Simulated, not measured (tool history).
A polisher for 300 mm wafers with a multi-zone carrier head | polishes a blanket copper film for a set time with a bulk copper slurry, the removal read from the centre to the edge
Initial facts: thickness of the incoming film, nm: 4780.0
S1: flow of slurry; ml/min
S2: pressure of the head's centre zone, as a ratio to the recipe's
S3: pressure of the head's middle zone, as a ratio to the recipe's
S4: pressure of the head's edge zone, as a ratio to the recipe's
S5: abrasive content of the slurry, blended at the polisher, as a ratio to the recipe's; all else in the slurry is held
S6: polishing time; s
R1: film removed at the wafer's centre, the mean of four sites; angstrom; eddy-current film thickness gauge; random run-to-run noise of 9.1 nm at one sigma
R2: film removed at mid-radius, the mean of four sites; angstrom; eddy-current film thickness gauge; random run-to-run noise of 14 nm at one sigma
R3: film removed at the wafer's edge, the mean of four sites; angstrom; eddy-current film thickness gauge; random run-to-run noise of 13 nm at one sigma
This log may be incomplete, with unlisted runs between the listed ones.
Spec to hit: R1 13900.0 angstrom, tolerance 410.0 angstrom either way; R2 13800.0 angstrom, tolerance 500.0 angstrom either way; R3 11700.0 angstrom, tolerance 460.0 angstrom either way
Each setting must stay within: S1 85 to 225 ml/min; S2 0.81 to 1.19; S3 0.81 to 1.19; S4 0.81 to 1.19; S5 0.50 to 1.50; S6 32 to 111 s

run 1 day=0.000 | S1=145 S2=1.00 S3=1.00 S4=1.00 S5=1.00 S6=71 | R1=7918.3 R2=7927.7 R3=7916.0
run 2 day=0.362 | S1=165 S2=1.05 S3=1.06 S4=1.01 S5=1.15 S6=76 | R1=9221.5 R2=9256.1 R3=8802.5
run 3 day=0.483 | S1=165 S2=1.05 S3=1.11 S4=1.01 S5=1.15 S6=76 | R1=9270.0 R2=9896.0 R3=8856.8
run 4 day=0.821 | S1=175 S2=1.09 S3=1.13 S4=1.02 S5=1.25 S6=81 | R1=10661.0 R2=10768.0 R3=9666.4
run 5 day=0.954 | S1=175 S2=1.02 S3=1.13 S4=1.02 S5=1.25 S6=81 | R1=9864.2 R2=10761.0 R3=9886.1
run 6 day=1.121 | S1=175 S2=1.02 S3=1.05 S4=1.02 S5=1.25 S6=81 | R1=9848.9 R2=10218.0 R3=9783.5
run 7 day=1.388 | S1=185 S2=1.06 S3=1.09 S4=1.02 S5=1.35 S6=84 | R1=10804.0 R2=11079.0 R3=10284.0
run 8 day=1.425 | S1=185 S2=1.06 S3=1.09 S4=1.02 S5=1.35 S6=84 | R1=11027.0 R2=11058.0 R3=10507.0
run 9 day=1.588 | S1=190 S2=1.08 S3=1.12 S4=1.00 S5=1.35 S6=87 | R1=11524.0 R2=11942.0 R3=10626.0
run 10 day=1.854 | S1=195 S2=1.11 S3=1.14 S4=1.01 S5=1.40 S6=89 | R1=12366.0 R2=12455.0 R3=11079.0
run 11 day=2.188 | S1=200 S2=1.13 S3=1.16 S4=1.01 S5=1.45 S6=90 | R1=12814.0 R2=12799.0 R3=11556.0

Exercise: of the 5 proposed moves below, exactly one satisfies all targets within the stated allowed misses. Which move is it?
run A day=2.521 | S1=220 S2=1.10 S3=1.05 S4=1.15 S5=1.50 S6=85 | R1=? R2=? R3=?
run B day=2.521 | S1=195 S2=1.19 S3=1.11 S4=1.05 S5=1.45 S6=92 | R1=? R2=? R3=?
run C day=2.521 | S1=225 S2=1.17 S3=1.19 S4=0.84 S5=1.15 S6=96 | R1=? R2=? R3=?
run D day=2.521 | S1=180 S2=1.09 S3=1.19 S4=0.84 S5=1.20 S6=107 | R1=? R2=? R3=?
run E day=2.521 | S1=165 S2=1.16 S3=1.17 S4=0.96 S5=1.25 S6=101 | R1=? R2=? R3=?

move=A R1=12045.0 R2=11581.0 R3=11506.0
move=B R1=13734.0 R2=12821.0 R3=11647.0
move=C R1=13773.0 R2=13850.0 R3=10601.0
move=D R1=13896.0 R2=15056.0 R3=11619.0
move=E R1=13823.0 R2=13893.0 R3=11624.0
A: moves away from the targets compared with the last run
B: meets the target for the result that was furthest off, but another lies outside its allowed miss
C: meets the target for the result that was furthest off, but another lies outside its allowed miss
D: meets the target for the result that was furthest off, but another lies outside its allowed miss
E: in spec on every target
E meets every target.
